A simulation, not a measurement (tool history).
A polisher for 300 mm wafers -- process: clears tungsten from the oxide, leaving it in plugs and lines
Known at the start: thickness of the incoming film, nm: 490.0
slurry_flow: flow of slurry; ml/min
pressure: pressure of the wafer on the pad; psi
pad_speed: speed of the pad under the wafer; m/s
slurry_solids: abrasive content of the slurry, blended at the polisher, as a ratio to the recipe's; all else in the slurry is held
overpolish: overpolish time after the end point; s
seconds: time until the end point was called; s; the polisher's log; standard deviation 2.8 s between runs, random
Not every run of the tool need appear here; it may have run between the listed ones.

Run 1, hour 0: slurry_flow 280 ml/min, pressure 2.6 psi, pad_speed 1.26 m/s, slurry_solids 1, overpolish 30 s. Result: seconds 95.463 s.
Run 2, hour 1.3: slurry_flow 280 ml/min, pressure 2.6 psi, pad_speed 1.26 m/s, slurry_solids 1, overpolish 30 s. Result: seconds 94.527 s.
Run 3, hour 7.4: slurry_flow 280 ml/min, pressure 2.6 psi, pad_speed 1.26 m/s, slurry_solids 0.85, overpolish 30 s. Result: seconds 94.047 s.
Run 4, hour 9.9: slurry_flow 280 ml/min, pressure 2.6 psi, pad_speed 1.26 m/s, slurry_solids 0.85, overpolish 32 s. Result: seconds 98.321 s.
Run 5, hour 14: slurry_flow 280 ml/min, pressure 2.4 psi, pad_speed 1.24 m/s, slurry_solids 0.85, overpolish 32 s. Result: seconds 103.76 s.
Run 6, hour 18.1: slurry_flow 280 ml/min, pressure 2.2 psi, pad_speed 1.22 m/s, slurry_solids 0.85, overpolish 32 s. Result: seconds 116.52 s.
Run 7, hour 25.8: slurry_flow 280 ml/min, pressure 2.1 psi, pad_speed 1.22 m/s, slurry_solids 0.85, overpolish 32 s. Result: seconds 121.34 s.
Run 8, hour 31.2: slurry_flow 280 ml/min, pressure 2 psi, pad_speed 1.22 m/s, slurry_solids 0.85, overpolish 32 s. Result: seconds 127.34 s.
Run 9, hour 31.8: slurry_flow 280 ml/min, pressure 1.9 psi, pad_speed 1.22 m/s, slurry_solids 0.85, overpolish 32 s. Result: seconds 138.57 s.

What will run 10 give?
Run 10, hour 33.3: slurry_flow 280 ml/min, pressure 1.8 psi, pad_speed 1.22 m/s, slurry_solids 0.85, overpolish 32 s. Result: seconds ?.

{"run 10": {"seconds": 140.98}}
